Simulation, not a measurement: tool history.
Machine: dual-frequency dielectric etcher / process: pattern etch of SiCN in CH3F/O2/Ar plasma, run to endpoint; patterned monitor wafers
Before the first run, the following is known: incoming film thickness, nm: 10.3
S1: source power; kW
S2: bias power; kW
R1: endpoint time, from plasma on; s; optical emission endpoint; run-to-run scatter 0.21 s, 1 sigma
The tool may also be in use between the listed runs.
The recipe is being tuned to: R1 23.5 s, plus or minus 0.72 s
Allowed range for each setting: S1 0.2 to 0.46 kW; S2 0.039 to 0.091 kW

run 1 hour=0 | S1=0.33 S2=0.065 | R1=28.42
run 2 hour=3.8 | S1=0.34 S2=0.067 | R1=27.529
run 3 hour=11.7 | S1=0.36 S2=0.067 | R1=27.108
run 4 hour=14 | S1=0.37 S2=0.068 | R1=26.992
run 5 hour=18.7 | S1=0.42 S2=0.068 | R1=25.755
run 6 hour=25.6 | S1=0.42 S2=0.059 | R1=27.039
run 7 hour=27.1 | S1=0.43 S2=0.061 | R1=26.649
run 8 hour=36 | S1=0.43 S2=0.063 | R1=26.554
run 9 hour=44 | S1=0.43 S2=0.065 | R1=26.312
run 10 hour=50.5 | S1=0.43 S2=0.068 | R1=25.786
run 11 hour=52 | S1=0.43 S2=0.07 | R1=25.253
run 12 hour=60.3 | S1=0.43 S2=0.071 | R1=24.859
run 13 hour=65.3 | S1=0.43 S2=0.071 | R1=25.117
run 14 hour=71.1 | S1=0.43 S2=0.072 | R1=24.843
run 15 hour=76.6 | S1=0.43 S2=0.073 | R1=24.856
run 16 hour=83 | S1=0.43 S2=0.074 | R1=24.864
run 17 hour=85.7 | S1=0.43 S2=0.074 | R1=24.405

Of the 5 settings listed for the next run, only one would bring every result within its allowed miss of target. Which one?
run A hour=88.4 | S1=0.43 S2=0.067 | R1=?
run B hour=88.4 | S1=0.42 S2=0.068 | R1=?
run C hour=88.4 | S1=0.38 S2=0.071 | R1=?
run D hour=88.4 | S1=0.45 S2=0.064 | R1=?
run E hour=88.4 | S1=0.46 S2=0.077 | R1=?

move=A R1=25.745
move=B R1=25.791
move=C R1=26.202
move=D R1=25.847
move=E R1=23.664
A: moves away from the targets compared with the last run
B: moves away from the targets compared with the last run
C: moves away from the targets compared with the last run
D: moves away from the targets compared with the last run
E: hits every target within its allowed miss
Go with E: it meets all targets.
